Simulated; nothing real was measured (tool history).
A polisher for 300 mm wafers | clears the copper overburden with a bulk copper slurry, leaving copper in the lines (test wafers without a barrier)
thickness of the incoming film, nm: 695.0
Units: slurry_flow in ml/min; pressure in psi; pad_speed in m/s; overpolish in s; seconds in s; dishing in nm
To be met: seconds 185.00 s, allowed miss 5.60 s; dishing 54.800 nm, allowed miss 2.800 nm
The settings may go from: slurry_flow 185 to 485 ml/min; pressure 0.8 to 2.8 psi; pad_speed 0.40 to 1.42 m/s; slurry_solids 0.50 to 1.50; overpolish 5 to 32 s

run,hour,slurry_flow,pressure,pad_speed,slurry_solids,overpolish,seconds,dishing
1,0.0,310,1.8,0.90,1.00,16,171.61,44.272
2,5.0,310,1.8,0.90,0.80,16,181.27,43.115
3,7.6,310,1.8,0.74,0.80,16,216.76,38.064
4,13.3,310,1.9,0.74,0.80,18,205.37,42.477
5,14.9,310,1.9,0.74,0.70,18,212.13,41.700
6,22.5,245,1.9,0.74,0.70,18,216.53,42.008
7,27.4,250,2.0,0.74,0.70,19,204.23,45.185
# hour 32.0: slurry blender recalibrated
8,32.0,255,2.2,0.74,0.70,22,173.33,56.089
9,34.2,250,2.2,0.74,0.70,22,173.82,57.118

Which of these 4 next moves meets every target?
A,36.4,245,1.7,0.92,0.65,29,?,?
B,36.4,215,2.1,0.78,0.80,25,?,?
C,36.4,245,2.4,0.64,0.75,22,?,?
D,36.4,245,2.5,0.64,0.60,26,?,?

move,seconds,dishing
A,188.58,63.929
B,175.94,62.576
C,186.43,56.118
D,186.50,62.950
A: brings the result that was furthest off to its target, and leaves another outside
B: further off than the last run
C: meets every target
D: brings the result that was furthest off to its target, and leaves another outside
Answer: C
